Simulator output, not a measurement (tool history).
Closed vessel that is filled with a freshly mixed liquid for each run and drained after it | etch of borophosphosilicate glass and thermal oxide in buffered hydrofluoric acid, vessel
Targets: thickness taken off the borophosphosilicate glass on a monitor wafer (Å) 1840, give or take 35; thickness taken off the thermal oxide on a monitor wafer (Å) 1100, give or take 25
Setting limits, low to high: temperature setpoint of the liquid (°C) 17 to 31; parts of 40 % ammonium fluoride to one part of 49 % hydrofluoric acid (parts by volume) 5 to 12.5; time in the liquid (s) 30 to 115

| run | day | temperature setpoint of the liquid (°C) | parts of 40 % ammonium fluoride to one part of 49 % hydrofluoric acid (parts by volume) | time in the liquid (s) | thickness taken off the borophosphosilicate glass on a monitor wafer (Å) | thickness taken off the thermal oxide on a monitor wafer (Å) |
|---|---|---|---|---|---|---|
| 1 | 0 | 23 | 7.5 | 60 | 1479.7 | 882.58 |
| 2 | 0.254 | 21.5 | 7.5 | 60 | 1366.5 | 804.34 |
| 3 | 0.638 | 21.5 | 8.5 | 60 | 1177.3 | 719.96 |
| 4 | 0.867 | 19.5 | 8.5 | 60 | 1066.4 | 638.7 |
| 5 | 1.067 | 22 | 8.5 | 60 | 1223 | 734.56 |
| 6 | 1.158 | 24 | 8.5 | 60 | 1353.1 | 813.8 |
| 7 | 1.488 | 25.5 | 8.5 | 60 | 1461.1 | 869.75 |
| 8 | 1.796 | 26.5 | 8.5 | 60 | 1547.3 | 937.8 |
| 9 | 1.95 | 27.5 | 8.5 | 60 | 1613.1 | 986.9 |
| 10 | 2.333 | 29.5 | 8 | 60 | 1937.5 | 1164.4 |
| 11 | 2.529 | 29 | 8 | 60 | 1884.5 | 1143.7 |

Exactly one of the 4 candidate moves below puts every result within its allowed miss. Which one?
| A | 2.725 | 30.5 | 7 | 50 | ? | ? |
| B | 2.725 | 28.5 | 6 | 45 | ? | ? |
| C | 2.725 | 31 | 8.5 | 60 | ? | ? |
| D | 2.725 | 29 | 9 | 70 | ? | ? |

| move | thickness taken off the borophosphosilicate glass on a monitor wafer (Å) | thickness taken off the thermal oxide on a monitor wafer (Å) |
|---|---|---|
| A | 1965.1 | 1181.8 |
| B | 1826.2 | 1094.2 |
| C | 1958 | 1180.3 |
| D | 1934.5 | 1165.5 |
A: lands further from the targets than the last run did
B: hits every target within its allowed miss
C: lands further from the targets than the last run did
D: lands further from the targets than the last run did
B is the move that brings every result within its allowed miss.
